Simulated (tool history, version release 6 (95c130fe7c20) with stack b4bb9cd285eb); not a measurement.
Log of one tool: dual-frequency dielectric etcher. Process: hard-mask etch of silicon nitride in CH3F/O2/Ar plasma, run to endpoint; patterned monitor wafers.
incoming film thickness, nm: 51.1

run 1 hour=0 | source_power_(W)=420 bias_power_(W)=54 | endpoint_time_(s)=80.893
run 2 hour=2.5 | source_power_(W)=450 bias_power_(W)=54 | endpoint_time_(s)=77.701
run 3 hour=8.8 | source_power_(W)=450 bias_power_(W)=47 | endpoint_time_(s)=81.176
run 4 hour=10 | source_power_(W)=450 bias_power_(W)=56 | endpoint_time_(s)=77.159
run 5 hour=18.4 | source_power_(W)=450 bias_power_(W)=62 | endpoint_time_(s)=75.258
run 6 hour=24.5 | source_power_(W)=410 bias_power_(W)=61 | endpoint_time_(s)=79.513
run 7 hour=32.9 | source_power_(W)=390 bias_power_(W)=61 | endpoint_time_(s)=82.062
run 8 hour=34.5 | source_power_(W)=380 bias_power_(W)=61 | endpoint_time_(s)=82.766
run 9 hour=36.5 | source_power_(W)=380 bias_power_(W)=61 | endpoint_time_(s)=83.121

Forecast run 10:
run 10 hour=41.9 | source_power_(W)=370 bias_power_(W)=61 | endpoint_time_(s)=?

{"run 10": {"endpoint time (s)": 84.631}}
